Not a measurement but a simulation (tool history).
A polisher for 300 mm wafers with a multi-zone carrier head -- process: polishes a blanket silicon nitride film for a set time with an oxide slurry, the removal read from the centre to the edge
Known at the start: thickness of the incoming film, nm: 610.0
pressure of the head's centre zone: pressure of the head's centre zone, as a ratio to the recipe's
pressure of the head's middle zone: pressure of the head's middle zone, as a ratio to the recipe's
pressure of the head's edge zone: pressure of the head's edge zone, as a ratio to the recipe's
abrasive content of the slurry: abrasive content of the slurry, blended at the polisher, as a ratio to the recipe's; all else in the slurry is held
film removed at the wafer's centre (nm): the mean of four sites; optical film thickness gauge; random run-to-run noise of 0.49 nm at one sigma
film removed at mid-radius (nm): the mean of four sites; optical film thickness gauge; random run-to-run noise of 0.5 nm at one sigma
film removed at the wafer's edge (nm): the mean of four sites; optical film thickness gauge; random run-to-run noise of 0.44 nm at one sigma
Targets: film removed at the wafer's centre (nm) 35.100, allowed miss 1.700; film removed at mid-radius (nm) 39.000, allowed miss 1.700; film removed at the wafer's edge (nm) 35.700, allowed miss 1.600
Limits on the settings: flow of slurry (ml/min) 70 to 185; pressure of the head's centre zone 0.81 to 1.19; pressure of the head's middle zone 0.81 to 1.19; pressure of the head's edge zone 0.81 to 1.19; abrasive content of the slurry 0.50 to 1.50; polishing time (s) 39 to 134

run	day	flow of slurry (ml/min)	pressure of the head's centre zone	pressure of the head's middle zone	pressure of the head's edge zone	abrasive content of the slurry	polishing time (s)	film removed at the wafer's centre (nm)	film removed at mid-radius (nm)	film removed at the wafer's edge (nm)
1	0.000	120	1.00	1.00	1.00	1.00	86	42.821	42.389	42.005
2	0.050	135	1.00	1.00	1.00	1.00	86	44.594	43.892	42.131
3	0.300	130	0.99	1.00	0.98	0.95	86	42.734	42.404	41.132
4	0.625	130	0.99	0.92	0.98	0.95	86	42.457	39.242	40.658
5	0.758	130	0.99	0.92	0.98	0.95	107	52.061	49.955	50.062
6	0.842	130	0.99	0.92	0.98	1.10	107	56.020	52.137	53.377
7	0.912	130	0.98	0.92	0.96	1.00	105	53.858	48.881	49.811
8	1.262	130	0.97	0.94	0.96	0.90	103	48.758	47.401	46.872
9	1.354	130	0.95	0.95	0.95	0.85	102	45.792	45.997	45.445
10	1.529	130	0.94	0.96	0.93	0.80	101	43.664	44.991	43.478
11	1.658	125	0.93	0.96	0.91	0.75	101	42.242	43.281	41.867
12	1.921	120	0.92	0.97	0.89	0.70	101	40.560	42.395	39.963
13	2.204	115	0.91	0.97	0.88	0.70	101	38.670	41.896	38.615
14	2.525	90	0.90	0.95	0.85	0.70	101	37.948	38.644	37.875
15	2.746	90	0.89	0.96	0.84	0.70	101	37.537	39.610	37.585

Pick the move, out of 4, that brings all results within their allowed miss; only one does.
A	2.967	85	1.02	0.97	0.81	0.60	110	?	?	?
B	2.967	105	0.84	0.98	0.81	0.65	100	?	?	?
C	2.967	75	0.93	0.81	0.89	0.75	108	?	?	?
D	2.967	70	1.02	0.97	0.81	0.75	107	?	?	?

move	film removed at the wafer's centre (nm)	film removed at mid-radius (nm)	film removed at the wafer's edge (nm)
A	40.469	39.761	37.197
B	34.919	39.592	36.198
C	39.600	37.246	41.341
D	41.232	40.835	38.831
A: moves away from the targets compared with the last run
B: hits every target within its allowed miss
C: moves away from the targets compared with the last run
D: moves away from the targets compared with the last run
Move B is the one to make.
